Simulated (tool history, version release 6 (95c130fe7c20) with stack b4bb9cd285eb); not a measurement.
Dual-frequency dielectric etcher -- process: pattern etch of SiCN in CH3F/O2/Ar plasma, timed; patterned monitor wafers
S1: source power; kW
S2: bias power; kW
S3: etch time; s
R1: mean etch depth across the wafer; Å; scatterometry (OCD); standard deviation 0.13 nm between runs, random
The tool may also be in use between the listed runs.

run    day    S1     S2    S3      R1
  1      0  0.43   0.08  38.5  172.84
  2  0.288  0.43   0.07  38.5   165.9
  3  0.542  0.48  0.073  38.5  176.99
  4  0.696  0.51  0.074  38.5  180.85
  5  0.954  0.54  0.075  38.5   189.1
  6  1.083  0.54  0.075  35.5  175.06

What will run 7 give?
  7  1.404  0.56  0.079  36   ?

R1: 181.55 Å

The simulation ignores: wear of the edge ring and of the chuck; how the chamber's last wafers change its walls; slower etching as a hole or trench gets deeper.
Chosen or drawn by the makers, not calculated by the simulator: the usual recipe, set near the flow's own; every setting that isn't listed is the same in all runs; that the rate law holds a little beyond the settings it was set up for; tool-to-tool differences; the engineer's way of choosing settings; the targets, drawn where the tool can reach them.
